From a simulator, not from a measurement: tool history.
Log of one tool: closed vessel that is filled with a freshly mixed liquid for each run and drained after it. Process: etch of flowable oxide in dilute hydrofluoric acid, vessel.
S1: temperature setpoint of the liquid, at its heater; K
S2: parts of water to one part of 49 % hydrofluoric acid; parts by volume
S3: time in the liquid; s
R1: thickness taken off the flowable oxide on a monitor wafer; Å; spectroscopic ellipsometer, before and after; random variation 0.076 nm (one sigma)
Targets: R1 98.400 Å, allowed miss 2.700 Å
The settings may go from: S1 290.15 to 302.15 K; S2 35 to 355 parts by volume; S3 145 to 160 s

{"run": 1, "hour": 0.0, "S1": 294.15, "S2": 195, "S3": 145, "R1": 212.12}
{"run": 2, "hour": 8.9, "S1": 293.65, "S2": 205, "S3": 145, "R1": 195.58}
{"run": 3, "hour": 13.9, "S1": 293.15, "S2": 215, "S3": 145, "R1": 180.69}
{"run": 4, "hour": 16.0, "S1": 293.15, "S2": 270, "S3": 145, "R1": 135.73}
{"run": 5, "hour": 23.6, "S1": 292.65, "S2": 275, "S3": 145, "R1": 129.61}
{"run": 6, "hour": 31.6, "S1": 292.65, "S2": 250, "S3": 145, "R1": 147.5}
{"run": 7, "hour": 39.6, "S1": 292.15, "S2": 255, "S3": 145, "R1": 142.36}
{"run": 8, "hour": 44.7, "S1": 292.15, "S2": 260, "S3": 145, "R1": 137.37}
{"run": 9, "hour": 47.8, "S1": 292.15, "S2": 265, "S3": 145, "R1": 133.7}
{"run": 10, "hour": 54.3, "S1": 292.15, "S2": 270, "S3": 145, "R1": 130.94}
{"run": 11, "hour": 63.2, "S1": 292.15, "S2": 275, "S3": 145, "R1": 127.78}
{"run": 12, "hour": 65.2, "S1": 292.15, "S2": 280, "S3": 145, "R1": 128.05}

5 next moves are on the table. One of them brings every result within its allowed miss. Which?
{"run": "A", "hour": 67.2, "S1": 292.15, "S2": 340, "S3": 145, "R1": "?"}
{"run": "B", "hour": 67.2, "S1": 291.15, "S2": 305, "S3": 145, "R1": "?"}
{"run": "C", "hour": 67.2, "S1": 292.65, "S2": 330, "S3": 145, "R1": "?"}
{"run": "D", "hour": 67.2, "S1": 290.15, "S2": 315, "S3": 150, "R1": "?"}
{"run": "E", "hour": 67.2, "S1": 294.15, "S2": 335, "S3": 145, "R1": "?"}

move=A R1=99.157
move=B R1=109.760
move=C R1=104.920
move=D R1=105.010
move=E R1=108.570
A: meets every target
B: nearer than the last run, and not there yet
C: nearer than the last run, and not there yet
D: nearer than the last run, and not there yet
E: nearer than the last run, and not there yet
Answer: A
